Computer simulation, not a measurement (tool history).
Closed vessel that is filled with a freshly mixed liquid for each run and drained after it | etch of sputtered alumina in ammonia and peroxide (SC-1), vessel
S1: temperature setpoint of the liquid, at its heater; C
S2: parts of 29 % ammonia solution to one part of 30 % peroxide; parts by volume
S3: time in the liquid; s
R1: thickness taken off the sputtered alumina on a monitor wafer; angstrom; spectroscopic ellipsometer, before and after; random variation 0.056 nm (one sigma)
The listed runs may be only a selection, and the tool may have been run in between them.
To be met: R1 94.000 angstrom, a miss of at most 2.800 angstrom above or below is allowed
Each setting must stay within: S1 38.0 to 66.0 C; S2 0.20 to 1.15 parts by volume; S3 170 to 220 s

run	hour	S1	S2	S3	R1
1	0.0	50.0	0.65	220	180.530
2	3.6	50.0	0.75	220	183.050
3	10.3	44.5	0.75	220	133.820
4	14.3	44.5	0.85	220	135.590
5	18.5	43.0	0.85	220	125.790
6	21.0	42.0	0.85	220	117.610
7	24.5	41.0	0.85	220	111.350
8	28.3	41.0	0.85	220	110.470
9	30.3	40.5	0.85	220	108.250
10	32.0	40.0	0.85	220	104.850
11	39.0	39.5	0.85	220	101.680

Exactly one of the 4 candidate moves below puts every result within its allowed miss. Which one?
A	46.0	38.5	1.15	220	?
B	46.0	40.0	0.85	220	?
C	46.0	38.0	0.95	220	?
D	46.0	40.5	0.90	215	?

move	R1
A	99.398
B	105.530
C	94.716
D	106.800
A: nearer than the last run, and not there yet
B: its largest miss is bigger than the last run's
C: all results land within tolerance of their targets
D: its largest miss is bigger than the last run's
Correct choice: C, which meets every target
